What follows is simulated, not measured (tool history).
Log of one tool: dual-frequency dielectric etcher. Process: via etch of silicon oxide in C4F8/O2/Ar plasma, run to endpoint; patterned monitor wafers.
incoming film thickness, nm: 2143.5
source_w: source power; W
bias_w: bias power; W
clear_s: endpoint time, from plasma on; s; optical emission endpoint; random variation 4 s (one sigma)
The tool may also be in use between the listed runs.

run	hour	source_w	bias_w	clear_s
1	0	1720	2841	406.18
2	8.3	1720	3227	401.14
3	9	1550	3227	411.85
4	13.6	1550	3620	387.59
5	18.3	1550	3165	413.44
6	20.7	1850	3165	383.14
7	28.4	1720	3070	406.45

The next listed run, before its measurement:
8	36.2	1620	2978	?

Run 8 gave clear_s 419.96 s.

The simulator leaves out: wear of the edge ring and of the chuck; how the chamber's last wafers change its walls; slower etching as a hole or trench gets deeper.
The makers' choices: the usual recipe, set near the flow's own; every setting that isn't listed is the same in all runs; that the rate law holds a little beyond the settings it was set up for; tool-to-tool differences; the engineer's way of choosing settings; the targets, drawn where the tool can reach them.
